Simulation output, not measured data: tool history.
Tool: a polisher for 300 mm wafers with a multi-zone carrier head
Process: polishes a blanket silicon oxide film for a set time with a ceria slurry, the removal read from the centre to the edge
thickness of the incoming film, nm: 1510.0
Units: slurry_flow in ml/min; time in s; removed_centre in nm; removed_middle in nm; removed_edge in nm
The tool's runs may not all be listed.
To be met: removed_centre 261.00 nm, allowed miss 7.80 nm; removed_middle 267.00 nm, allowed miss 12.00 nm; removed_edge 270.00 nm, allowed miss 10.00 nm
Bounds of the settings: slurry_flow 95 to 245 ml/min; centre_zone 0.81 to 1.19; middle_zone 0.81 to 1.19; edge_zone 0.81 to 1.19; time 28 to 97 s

run  hour  slurry_flow  centre_zone  middle_zone  edge_zone  time  removed_centre  removed_middle  removed_edge
  1   0.0          155         1.00         1.00       1.00    62          324.89          325.51        330.24
  2   8.7          155         1.00         1.00       0.97    62          323.94          323.43        324.07
  3  10.9          155         1.03         1.00       0.97    62          333.21          322.69        331.20
  4  13.7          150         0.99         0.97       0.93    61          309.76          313.96        306.12
  5  18.0          150         1.06         0.97       0.93    61          337.79          304.16        308.30
  6  19.1          150         1.06         0.97       0.84    61          334.99          300.75        298.86
  7  20.5          140         1.02         0.94       0.85    60          311.36          293.31        286.69
  8  27.2          130         0.99         0.91       0.88    59          289.24          274.09        288.22
  9  33.9          125         0.98         0.91       0.86    59          286.16          280.51        286.95
 10  38.9          125         0.97         0.90       0.85    58          276.48          262.77        281.78
 11  39.4          100         0.95         0.96       0.82    57          250.39          255.79        255.01

4 next moves are on the table. One of them brings every result within its allowed miss. Which?
  A  39.9          125         0.93         0.93       0.84    56               ?               ?             ?
  B  39.9          105         0.97         0.98       0.86    52               ?               ?             ?
  C  39.9           95         0.92         0.88       0.89    57               ?               ?             ?
  D  39.9          105         0.84         0.97       0.83    57               ?               ?             ?

move  removed_centre  removed_middle  removed_edge
   A          255.58          260.31        263.81
   B          235.11          241.54        240.03
   C          236.94          235.74        262.48
   D          224.73          262.72        259.02
A: meets every target
B: further off than the last run
C: brings the result that was furthest off to its target, and leaves another outside
D: further off than the last run
The right move is A.

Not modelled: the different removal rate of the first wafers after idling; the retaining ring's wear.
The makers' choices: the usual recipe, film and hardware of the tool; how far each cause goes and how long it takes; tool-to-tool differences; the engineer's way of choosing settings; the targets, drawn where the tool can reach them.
